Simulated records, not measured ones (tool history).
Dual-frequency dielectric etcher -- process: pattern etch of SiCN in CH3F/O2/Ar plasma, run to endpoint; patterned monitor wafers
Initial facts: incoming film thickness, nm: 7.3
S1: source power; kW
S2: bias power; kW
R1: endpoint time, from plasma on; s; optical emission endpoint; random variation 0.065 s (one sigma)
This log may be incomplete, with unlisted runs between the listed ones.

run 1 hour=0.0 | S1=0.430 S2=0.072 | R1=18.438
run 2 hour=7.2 | S1=0.430 S2=0.061 | R1=19.629
run 3 hour=14.1 | S1=0.480 S2=0.062 | R1=18.576
run 4 hour=19.8 | S1=0.480 S2=0.051 | R1=20.074
run 5 hour=24.9 | S1=0.430 S2=0.051 | R1=21.000
run 6 hour=28.1 | S1=0.490 S2=0.054 | R1=19.390

The next listed run, before its measurement:
run 7 hour=30.5 | S1=0.530 S2=0.056 | R1=?

R1: 18.443 s

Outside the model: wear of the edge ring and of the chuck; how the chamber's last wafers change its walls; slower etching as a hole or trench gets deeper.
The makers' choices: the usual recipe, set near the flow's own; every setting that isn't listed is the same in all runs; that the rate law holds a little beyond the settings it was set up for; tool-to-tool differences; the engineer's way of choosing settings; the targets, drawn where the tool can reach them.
